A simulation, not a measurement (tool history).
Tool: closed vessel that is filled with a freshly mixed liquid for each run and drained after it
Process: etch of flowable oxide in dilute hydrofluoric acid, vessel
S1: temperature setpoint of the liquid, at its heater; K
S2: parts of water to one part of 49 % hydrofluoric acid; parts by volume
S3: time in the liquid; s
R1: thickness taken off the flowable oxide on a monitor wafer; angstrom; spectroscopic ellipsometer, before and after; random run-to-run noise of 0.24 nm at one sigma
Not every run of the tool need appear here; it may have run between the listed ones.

{"run": 1, "hour": 0.0, "S1": 295.15, "S2": 190, "S3": 175, "R1": 256.1}
{"run": 2, "hour": 7.2, "S1": 294.15, "S2": 190, "S3": 175, "R1": 246.87}
{"run": 3, "hour": 13.9, "S1": 294.15, "S2": 190, "S3": 190, "R1": 266.96}
{"run": 4, "hour": 15.3, "S1": 296.65, "S2": 190, "S3": 190, "R1": 290.86}
{"run": 5, "hour": 21.3, "S1": 298.65, "S2": 185, "S3": 190, "R1": 326.97}
{"run": 6, "hour": 27.1, "S1": 300.15, "S2": 185, "S3": 190, "R1": 343.08}
{"run": 7, "hour": 32.1, "S1": 301.15, "S2": 185, "S3": 190, "R1": 357.76}
{"run": 8, "hour": 36.3, "S1": 301.65, "S2": 185, "S3": 190, "R1": 363.6}

Run 9 comes next. What will it give?
{"hour": 40.9, "done": "thermometer replaced"}
{"run": 9, "hour": 40.9, "S1": 303.15, "S2": 185, "S3": 190, "R1": "?"}

{"run 9": {"R1": 364.1}}

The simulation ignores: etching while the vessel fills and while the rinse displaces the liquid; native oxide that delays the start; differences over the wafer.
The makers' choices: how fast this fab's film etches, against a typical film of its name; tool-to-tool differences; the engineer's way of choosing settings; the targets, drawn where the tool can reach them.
